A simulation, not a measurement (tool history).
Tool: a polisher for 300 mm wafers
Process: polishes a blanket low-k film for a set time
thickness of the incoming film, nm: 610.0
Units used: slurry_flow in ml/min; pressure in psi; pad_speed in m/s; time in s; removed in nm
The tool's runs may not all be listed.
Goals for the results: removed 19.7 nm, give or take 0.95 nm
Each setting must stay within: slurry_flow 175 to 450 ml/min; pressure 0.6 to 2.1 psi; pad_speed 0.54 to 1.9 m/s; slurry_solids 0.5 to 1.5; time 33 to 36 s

Run 1, hour 0: slurry_flow 290 ml/min, pressure 1.3 psi, pad_speed 1.22 m/s, slurry_solids 1, time 36 s. Result: removed 10.649 nm.
Run 2, hour 4.1: slurry_flow 290 ml/min, pressure 1.3 psi, pad_speed 1.22 m/s, slurry_solids 1, time 36 s. Result: removed 10.744 nm.
Run 3, hour 11.8: slurry_flow 290 ml/min, pressure 1.5 psi, pad_speed 1.24 m/s, slurry_solids 1, time 36 s. Result: removed 12.647 nm.
Run 4, hour 20.6: slurry_flow 290 ml/min, pressure 1.5 psi, pad_speed 1.24 m/s, slurry_solids 1, time 33 s. Result: removed 11.343 nm.
Run 5, hour 22.3: slurry_flow 290 ml/min, pressure 1.5 psi, pad_speed 1.24 m/s, slurry_solids 1.1, time 33 s. Result: removed 11.803 nm.
Run 6, hour 23.8: slurry_flow 290 ml/min, pressure 1.6 psi, pad_speed 1.28 m/s, slurry_solids 1.1, time 33 s. Result: removed 12.774 nm.
Run 7, hour 31: slurry_flow 290 ml/min, pressure 1.7 psi, pad_speed 1.34 m/s, slurry_solids 1.1, time 33 s. Result: removed 14.205 nm.
Run 8, hour 38.9: slurry_flow 290 ml/min, pressure 1.8 psi, pad_speed 1.38 m/s, slurry_solids 1.1, time 33 s. Result: removed 15.337 nm.

Of the 4 settings listed for the next run, only one would bring every result within its allowed miss of target. Which one?
Run A, hour 46.8: slurry_flow 285 ml/min, pressure 1.8 psi, pad_speed 1.78 m/s, slurry_solids 1.1, time 35 s. Result: removed ?.
Run B, hour 46.8: slurry_flow 250 ml/min, pressure 1.7 psi, pad_speed 1.46 m/s, slurry_solids 1.15, time 36 s. Result: removed ?.
Run C, hour 46.8: slurry_flow 335 ml/min, pressure 1.9 psi, pad_speed 1.46 m/s, slurry_solids 1, time 34 s. Result: removed ?.
Run D, hour 46.8: slurry_flow 320 ml/min, pressure 1.3 psi, pad_speed 1.16 m/s, slurry_solids 1.5, time 33 s. Result: removed ?.

move  removed
   A   20.033
   B   16.698
   C   17.145
   D   10.925
A: hits every target within its allowed miss
B: an improvement on the last run, though not all results are within tolerance
C: an improvement on the last run, though not all results are within tolerance
D: misses by more than the last run did
Correct choice: A, which meets every target
